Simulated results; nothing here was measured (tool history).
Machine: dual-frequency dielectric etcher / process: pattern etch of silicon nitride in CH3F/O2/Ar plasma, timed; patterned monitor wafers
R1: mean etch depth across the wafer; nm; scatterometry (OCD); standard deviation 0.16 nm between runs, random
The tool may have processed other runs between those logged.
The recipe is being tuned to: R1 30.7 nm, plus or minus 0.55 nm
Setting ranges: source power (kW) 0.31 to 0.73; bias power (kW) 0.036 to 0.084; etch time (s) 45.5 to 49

{"run": 1, "hour": 0.0, "source power (kW)": 0.52, "bias power (kW)": 0.06, "etch time (s)": 49, "R1": 34.969}
{"run": 2, "hour": 8.6, "source power (kW)": 0.5, "bias power (kW)": 0.06, "etch time (s)": 49, "R1": 34.991}
{"run": 3, "hour": 16.0, "source power (kW)": 0.48, "bias power (kW)": 0.059, "etch time (s)": 49, "R1": 34.383}
{"run": 4, "hour": 16.9, "source power (kW)": 0.54, "bias power (kW)": 0.059, "etch time (s)": 49, "R1": 35.546}
{"run": 5, "hour": 24.4, "source power (kW)": 0.6, "bias power (kW)": 0.059, "etch time (s)": 49, "R1": 36.63}
{"run": 6, "hour": 30.2, "source power (kW)": 0.6, "bias power (kW)": 0.064, "etch time (s)": 49, "R1": 37.584}
{"run": 7, "hour": 37.9, "source power (kW)": 0.57, "bias power (kW)": 0.062, "etch time (s)": 49, "R1": 36.822}
{"run": 8, "hour": 41.1, "source power (kW)": 0.54, "bias power (kW)": 0.061, "etch time (s)": 49, "R1": 35.727}
{"run": 9, "hour": 47.6, "source power (kW)": 0.52, "bias power (kW)": 0.06, "etch time (s)": 49, "R1": 35.473}
{"run": 10, "hour": 48.3, "source power (kW)": 0.5, "bias power (kW)": 0.059, "etch time (s)": 49, "R1": 34.673}
{"run": 11, "hour": 55.3, "source power (kW)": 0.48, "bias power (kW)": 0.058, "etch time (s)": 49, "R1": 34.032}
{"run": 12, "hour": 61.7, "source power (kW)": 0.48, "bias power (kW)": 0.058, "etch time (s)": 49, "R1": 34.241}
{"run": 13, "hour": 64.9, "source power (kW)": 0.46, "bias power (kW)": 0.057, "etch time (s)": 49, "R1": 33.571}
{"run": 14, "hour": 67.5, "source power (kW)": 0.44, "bias power (kW)": 0.056, "etch time (s)": 49, "R1": 32.902}
{"run": 15, "hour": 70.9, "source power (kW)": 0.43, "bias power (kW)": 0.056, "etch time (s)": 49, "R1": 32.79}
{"run": 16, "hour": 79.7, "source power (kW)": 0.42, "bias power (kW)": 0.056, "etch time (s)": 49, "R1": 32.264}

Pick the move, out of 4, that brings all results within their allowed miss; only one does.
{"run": "A", "hour": 88.5, "source power (kW)": 0.42, "bias power (kW)": 0.055, "etch time (s)": 46.5, "R1": "?"}
{"run": "B", "hour": 88.5, "source power (kW)": 0.42, "bias power (kW)": 0.051, "etch time (s)": 45.5, "R1": "?"}
{"run": "C", "hour": 88.5, "source power (kW)": 0.51, "bias power (kW)": 0.053, "etch time (s)": 49, "R1": "?"}
{"run": "D", "hour": 88.5, "source power (kW)": 0.42, "bias power (kW)": 0.064, "etch time (s)": 47, "R1": "?"}

move=A R1=30.732
move=B R1=29.395
move=C R1=33.936
move=D R1=32.564
A: every result lands within tolerance
B: takes the biggest miss from the last run beyond its target
C: lands further from the targets than the last run did
D: lands further from the targets than the last run did
Answer: A
